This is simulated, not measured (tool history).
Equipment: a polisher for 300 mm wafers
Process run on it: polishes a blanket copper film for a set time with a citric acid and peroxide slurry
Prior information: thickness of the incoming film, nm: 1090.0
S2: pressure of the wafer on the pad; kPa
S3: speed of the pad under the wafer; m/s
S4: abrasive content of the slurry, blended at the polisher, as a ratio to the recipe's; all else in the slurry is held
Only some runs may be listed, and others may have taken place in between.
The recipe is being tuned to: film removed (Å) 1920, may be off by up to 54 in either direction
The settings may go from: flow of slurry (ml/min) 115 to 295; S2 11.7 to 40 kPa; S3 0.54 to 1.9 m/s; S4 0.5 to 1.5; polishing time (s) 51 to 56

run 1 hour=0 | flow_of_slurry_(ml/min)=190 S2=25.5 S3=1.22 S4=1 polishing_time_(s)=56 | film_removed_(Å)=1622.2
run 2 hour=7.7 | flow_of_slurry_(ml/min)=190 S2=25.5 S3=1.22 S4=0.85 polishing_time_(s)=56 | film_removed_(Å)=1564.5
run 3 hour=16.2 | flow_of_slurry_(ml/min)=195 S2=26.2 S3=1.22 S4=0.85 polishing_time_(s)=56 | film_removed_(Å)=1629.7
run 4 hour=21.7 | flow_of_slurry_(ml/min)=195 S2=24.1 S3=1.22 S4=0.85 polishing_time_(s)=56 | film_removed_(Å)=1500.2
-- hour=25.5 head pressure recalibrated
run 5 hour=25.5 | flow_of_slurry_(ml/min)=180 S2=24.1 S3=1.22 S4=0.85 polishing_time_(s)=56 | film_removed_(Å)=1355.2
run 6 hour=31.1 | flow_of_slurry_(ml/min)=180 S2=24.1 S3=1.4 S4=0.85 polishing_time_(s)=56 | film_removed_(Å)=1501.1
run 7 hour=38.5 | flow_of_slurry_(ml/min)=180 S2=24.1 S3=1.4 S4=0.85 polishing_time_(s)=56 | film_removed_(Å)=1511.9
run 8 hour=40.1 | flow_of_slurry_(ml/min)=190 S2=24.1 S3=1.4 S4=0.85 polishing_time_(s)=56 | film_removed_(Å)=1506.6
run 9 hour=43.1 | flow_of_slurry_(ml/min)=200 S2=24.1 S3=1.4 S4=0.85 polishing_time_(s)=56 | film_removed_(Å)=1514.5

Which one of the following 4 next-run settings gets every result inside its allowed miss? There is exactly one.
run A hour=46.1 | flow_of_slurry_(ml/min)=270 S2=24.1 S3=1.78 S4=0.9 polishing_time_(s)=56 | film_removed_(Å)=?
run B hour=46.1 | flow_of_slurry_(ml/min)=215 S2=33.1 S3=1.4 S4=0.8 polishing_time_(s)=56 | film_removed_(Å)=?
run C hour=46.1 | flow_of_slurry_(ml/min)=175 S2=31 S3=1.48 S4=0.9 polishing_time_(s)=56 | film_removed_(Å)=?
run D hour=46.1 | flow_of_slurry_(ml/min)=220 S2=31 S3=1.54 S4=0.85 polishing_time_(s)=53 | film_removed_(Å)=?

move=A film_removed_(Å)=1892.9
move=B film_removed_(Å)=2064.2
move=C film_removed_(Å)=1997.6
move=D film_removed_(Å)=1989.9
A: all results in spec
B: takes the result that was furthest off past its target
C: takes the result that was furthest off past its target
D: takes the result that was furthest off past its target
A is the move that brings every result within its allowed miss.
